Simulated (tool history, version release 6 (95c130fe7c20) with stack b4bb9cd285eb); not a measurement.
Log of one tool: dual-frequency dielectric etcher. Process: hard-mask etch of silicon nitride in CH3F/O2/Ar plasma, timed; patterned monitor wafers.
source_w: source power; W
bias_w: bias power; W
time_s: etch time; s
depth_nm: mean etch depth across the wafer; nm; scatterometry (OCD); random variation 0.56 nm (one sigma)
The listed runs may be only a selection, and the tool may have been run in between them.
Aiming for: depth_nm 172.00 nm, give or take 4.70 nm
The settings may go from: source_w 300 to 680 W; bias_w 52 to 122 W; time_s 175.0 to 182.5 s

{"run": 1, "hour": 0.0, "source_w": 490, "bias_w": 87, "time_s": 175.0, "depth_nm": 151.3}
{"run": 2, "hour": 2.7, "source_w": 570, "bias_w": 87, "time_s": 175.0, "depth_nm": 160.82}
{"run": 3, "hour": 11.7, "source_w": 570, "bias_w": 77, "time_s": 175.0, "depth_nm": 154.52}
{"run": 4, "hour": 12.4, "source_w": 590, "bias_w": 79, "time_s": 175.5, "depth_nm": 157.45}
{"run": 5, "hour": 14.7, "source_w": 600, "bias_w": 81, "time_s": 176.0, "depth_nm": 161.55}
{"run": 6, "hour": 20.9, "source_w": 610, "bias_w": 82, "time_s": 176.0, "depth_nm": 162.72}
{"run": 7, "hour": 24.9, "source_w": 620, "bias_w": 83, "time_s": 176.0, "depth_nm": 163.81}
{"run": 8, "hour": 29.2, "source_w": 620, "bias_w": 83, "time_s": 176.0, "depth_nm": 163.79}

5 next moves are on the table. One of them brings every result within its allowed miss. Which?
{"run": "A", "hour": 33.5, "source_w": 640, "bias_w": 105, "time_s": 177.0, "depth_nm": "?"}
{"run": "B", "hour": 33.5, "source_w": 680, "bias_w": 100, "time_s": 177.5, "depth_nm": "?"}
{"run": "C", "hour": 33.5, "source_w": 680, "bias_w": 92, "time_s": 180.5, "depth_nm": "?"}
{"run": "D", "hour": 33.5, "source_w": 650, "bias_w": 82, "time_s": 179.5, "depth_nm": "?"}
{"run": "E", "hour": 33.5, "source_w": 670, "bias_w": 99, "time_s": 181.5, "depth_nm": "?"}

move=A depth_nm=181.97
move=B depth_nm=183.89
move=C depth_nm=181.82
move=D depth_nm=170.92
move=E depth_nm=186.28
A: carries the result that was furthest off beyond its target, to the other side
B: carries the result that was furthest off beyond its target, to the other side
C: carries the result that was furthest off beyond its target, to the other side
D: all results land within tolerance of their targets
E: carries the result that was furthest off beyond its target, to the other side
So the answer is move D, the one that meets all the targets.
